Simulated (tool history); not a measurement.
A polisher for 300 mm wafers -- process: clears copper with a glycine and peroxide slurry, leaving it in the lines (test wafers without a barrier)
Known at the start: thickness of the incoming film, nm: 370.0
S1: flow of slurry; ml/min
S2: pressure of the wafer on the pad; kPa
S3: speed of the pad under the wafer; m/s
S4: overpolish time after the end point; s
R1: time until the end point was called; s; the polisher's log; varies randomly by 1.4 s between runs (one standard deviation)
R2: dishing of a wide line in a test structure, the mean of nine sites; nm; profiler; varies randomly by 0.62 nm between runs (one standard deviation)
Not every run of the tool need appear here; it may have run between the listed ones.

run,hour,S1,S2,S3,S4,R1,R2
1,0.0,120,15.9,0.94,22,101.710,54.285
2,8.0,120,18.6,0.94,22,88.418,60.453
3,13.3,120,21.4,0.94,22,79.212,67.005
4,19.6,135,21.4,0.94,22,78.178,68.860
5,24.7,130,19.3,0.92,24,85.838,67.346
6,27.0,130,19.3,1.02,24,80.258,70.719
7,33.1,125,17.2,1.00,26,90.380,69.872
# hour 38.5: worn pad replaced by a new one
8,38.5,120,15.9,1.00,27,85.706,72.631

The next listed run, before its measurement:
9,39.0,125,13.8,0.96,28,?,?

{"run 9": {"R1": 98.831, "R2": 64.719}}
